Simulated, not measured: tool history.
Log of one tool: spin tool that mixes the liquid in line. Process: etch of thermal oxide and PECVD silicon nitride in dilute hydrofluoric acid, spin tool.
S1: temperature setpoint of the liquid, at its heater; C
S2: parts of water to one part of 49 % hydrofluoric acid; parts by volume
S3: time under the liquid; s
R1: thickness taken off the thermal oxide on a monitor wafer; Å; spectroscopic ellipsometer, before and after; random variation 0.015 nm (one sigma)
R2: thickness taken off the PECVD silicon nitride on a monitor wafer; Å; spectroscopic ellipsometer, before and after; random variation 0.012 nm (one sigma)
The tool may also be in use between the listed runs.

run	hour	S1	S2	S3	R1	R2
1	0.0	25.0	240	180	32.092	18.308
2	8.1	23.0	260	180	26.553	14.481
3	9.1	23.0	260	240	36.178	19.983
4	11.6	21.5	285	235	29.162	16.295
5	18.2	23.5	285	235	31.599	17.704
6	24.8	21.5	305	230	26.516	15.034
7	30.3	20.5	315	215	22.569	12.835
8	31.1	19.5	315	200	20.296	11.150

The next listed run, before its measurement:
9	34.3	19.0	315	190	?	?

{"run 9": {"R1": 19.204, "R2": 10.162}}

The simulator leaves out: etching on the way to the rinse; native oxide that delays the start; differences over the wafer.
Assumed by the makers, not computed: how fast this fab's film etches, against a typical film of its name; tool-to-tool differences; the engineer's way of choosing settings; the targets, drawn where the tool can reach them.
